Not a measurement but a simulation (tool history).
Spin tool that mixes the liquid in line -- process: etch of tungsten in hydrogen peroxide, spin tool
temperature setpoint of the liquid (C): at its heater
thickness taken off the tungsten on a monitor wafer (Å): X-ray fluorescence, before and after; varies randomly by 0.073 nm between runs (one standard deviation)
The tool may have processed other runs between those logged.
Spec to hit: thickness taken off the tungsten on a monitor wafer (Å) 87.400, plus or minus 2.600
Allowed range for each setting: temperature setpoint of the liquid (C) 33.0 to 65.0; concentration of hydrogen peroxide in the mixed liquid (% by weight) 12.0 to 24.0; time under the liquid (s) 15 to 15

run,hour,temperature setpoint of the liquid (C),concentration of hydrogen peroxide in the mixed liquid (% by weight),time under the liquid (s),thickness taken off the tungsten on a monitor wafer (Å)
1,0.0,49.0,16.0,15,173.130
2,8.1,49.0,14.0,15,162.950
3,10.6,49.0,14.0,15,162.550
4,18.3,46.5,14.0,15,141.550
5,18.9,46.5,14.0,15,141.060
6,21.3,46.5,12.0,15,128.430
7,26.6,39.0,12.0,15,79.814
8,28.8,39.5,12.0,15,81.987

Exactly one of the 5 candidate moves below puts every result within its allowed miss. Which one?
A,31.0,41.0,13.0,15,?
B,31.0,39.0,12.5,15,?
C,31.0,41.5,12.0,15,?
D,31.0,40.5,12.0,15,?
E,31.0,41.0,12.0,15,?

move,thickness taken off the tungsten on a monitor wafer (Å)
A,95.877
B,82.540
C,95.138
D,89.180
E,92.116
A: moves the result that the last run missed by most past its target, out the other side
B: nearer the targets than the last run, but a result is still out of spec
C: moves the result that the last run missed by most past its target, out the other side
D: each result inside its tolerance
E: moves the result that the last run missed by most past its target, out the other side
Move D is the one to make.
